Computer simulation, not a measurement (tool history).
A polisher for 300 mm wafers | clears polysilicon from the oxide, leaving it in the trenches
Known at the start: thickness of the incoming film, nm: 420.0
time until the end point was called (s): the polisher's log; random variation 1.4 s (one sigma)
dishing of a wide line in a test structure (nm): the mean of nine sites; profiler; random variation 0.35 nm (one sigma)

| run | hour | flow of slurry (ml/min) | pressure of the wafer on the pad (psi) | speed of the pad under the wafer (cm/s) | overpolish time after the end point (s) | time until the end point was called (s) | dishing of a wide line in a test structure (nm) |
|---|---|---|---|---|---|---|---|
| 1 | 0 | 295 | 2.1 | 76 | 14 | 56.809 | 38.701 |
| 2 | 7.9 | 295 | 1.9 | 74 | 12 | 66.182 | 36.089 |
| 3 | 15 | 290 | 1.8 | 70 | 10 | 72.735 | 30.242 |
| 4 | 20.1 | 290 | 1.8 | 82 | 10 | 62.291 | 32.914 |
| 5 | 28.7 | 290 | 1.8 | 68 | 10 | 73.671 | 29.799 |
| 6 | 31.3 | 275 | 1.7 | 66 | 9 | 81.973 | 27.024 |
| 7 | 38.9 | 265 | 1.6 | 66 | 8 | 86.516 | 24.052 |

The next listed run, before its measurement:
| 8 | 42.8 | 250 | 1.5 | 66 | 8 | ? | ? |

{"run 8": {"time until the end point was called (s)": 94.356, "dishing of a wide line in a test structure (nm)": 23.036}}
